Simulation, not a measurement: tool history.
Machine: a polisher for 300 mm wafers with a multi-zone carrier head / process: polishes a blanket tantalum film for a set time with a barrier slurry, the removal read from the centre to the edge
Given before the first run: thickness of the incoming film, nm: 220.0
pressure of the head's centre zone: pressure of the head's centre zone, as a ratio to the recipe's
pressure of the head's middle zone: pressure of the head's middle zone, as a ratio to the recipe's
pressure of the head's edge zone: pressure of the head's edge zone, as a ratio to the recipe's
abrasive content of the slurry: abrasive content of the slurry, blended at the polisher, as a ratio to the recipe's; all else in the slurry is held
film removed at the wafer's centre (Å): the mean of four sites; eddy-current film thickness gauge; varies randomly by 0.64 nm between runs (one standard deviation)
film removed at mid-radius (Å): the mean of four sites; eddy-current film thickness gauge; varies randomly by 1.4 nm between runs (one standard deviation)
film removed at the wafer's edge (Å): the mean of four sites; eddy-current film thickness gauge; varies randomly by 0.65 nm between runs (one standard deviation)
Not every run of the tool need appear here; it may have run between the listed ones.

run,hour,flow of slurry (ml/min),pressure of the head's centre zone,pressure of the head's middle zone,pressure of the head's edge zone,abrasive content of the slurry,polishing time (s),film removed at the wafer's centre (Å),film removed at mid-radius (Å),film removed at the wafer's edge (Å)
1,0.0,210,1.00,1.00,1.00,1.00,34,794.82,780.43,808.87
2,2.4,260,1.00,1.00,1.00,1.00,34,818.32,809.50,831.48
3,8.5,265,1.01,1.02,1.01,1.00,34,838.63,820.39,833.07
4,10.8,265,1.01,0.95,1.01,1.00,34,832.29,784.37,835.61
5,14.6,270,1.01,0.97,1.01,1.05,34,839.20,808.99,846.33
6,22.2,275,1.01,0.99,1.01,1.10,34,866.72,828.63,859.79
7,26.5,275,1.01,0.99,1.01,1.10,34,869.17,852.24,851.84

The next listed run, before its measurement:
8,34.4,280,1.01,1.01,1.02,1.10,34,?,?,?

{"run 8": {"film removed at the wafer's centre (Å)": 871.98, "film removed at mid-radius (Å)": 856.79, "film removed at the wafer's edge (Å)": 848.67}}

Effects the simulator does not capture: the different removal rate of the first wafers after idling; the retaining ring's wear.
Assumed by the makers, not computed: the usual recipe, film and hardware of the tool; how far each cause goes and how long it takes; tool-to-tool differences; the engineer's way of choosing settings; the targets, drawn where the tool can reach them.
